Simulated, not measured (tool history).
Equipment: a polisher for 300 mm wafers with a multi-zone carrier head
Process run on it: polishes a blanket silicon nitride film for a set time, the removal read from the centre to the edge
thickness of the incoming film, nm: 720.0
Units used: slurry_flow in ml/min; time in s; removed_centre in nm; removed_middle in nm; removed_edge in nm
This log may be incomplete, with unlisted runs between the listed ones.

Run 1, hour 0: slurry_flow 240 ml/min, centre_zone 1, middle_zone 1, edge_zone 1, time 81 s. Result: removed_centre 223.22 nm, removed_middle 225.05 nm, removed_edge 230.71 nm.
Run 2, hour 3.3: slurry_flow 240 ml/min, centre_zone 1, middle_zone 0.95, edge_zone 1, time 81 s. Result: removed_centre 222.05 nm, removed_middle 219.01 nm, removed_edge 227.16 nm.
Run 3, hour 10.4: slurry_flow 235 ml/min, centre_zone 0.97, middle_zone 0.95, edge_zone 0.99, time 77 s. Result: removed_centre 205.75 nm, removed_middle 211.23 nm, removed_edge 215.48 nm.
Run 4, hour 13.8: slurry_flow 235 ml/min, centre_zone 0.97, middle_zone 0.88, edge_zone 0.99, time 77 s. Result: removed_centre 211.15 nm, removed_middle 197.42 nm, removed_edge 211.48 nm.
Run 5, hour 15.4: slurry_flow 230 ml/min, centre_zone 0.94, middle_zone 0.89, edge_zone 0.99, time 73 s. Result: removed_centre 188.28 nm, removed_middle 192.38 nm, removed_edge 203.38 nm.
Run 6, hour 18.3: slurry_flow 225 ml/min, centre_zone 0.92, middle_zone 0.88, edge_zone 0.98, time 70 s. Result: removed_centre 179.58 nm, removed_middle 181.86 nm, removed_edge 192.05 nm.
Run 7, hour 27.1: slurry_flow 220 ml/min, centre_zone 0.9, middle_zone 0.88, edge_zone 0.98, time 67 s. Result: removed_centre 165.56 nm, removed_middle 174.26 nm, removed_edge 187.4 nm.

Estimate the outcome of run 8 from the log above:
Run 8, hour 27.9: slurry_flow 215 ml/min, centre_zone 0.89, middle_zone 0.88, edge_zone 0.96, time 65 s. Result: removed_centre ?, removed_middle ?, removed_edge ?.

{"run 8": {"removed_centre": 158.65, "removed_middle": 167.4, "removed_edge": 178.09}}

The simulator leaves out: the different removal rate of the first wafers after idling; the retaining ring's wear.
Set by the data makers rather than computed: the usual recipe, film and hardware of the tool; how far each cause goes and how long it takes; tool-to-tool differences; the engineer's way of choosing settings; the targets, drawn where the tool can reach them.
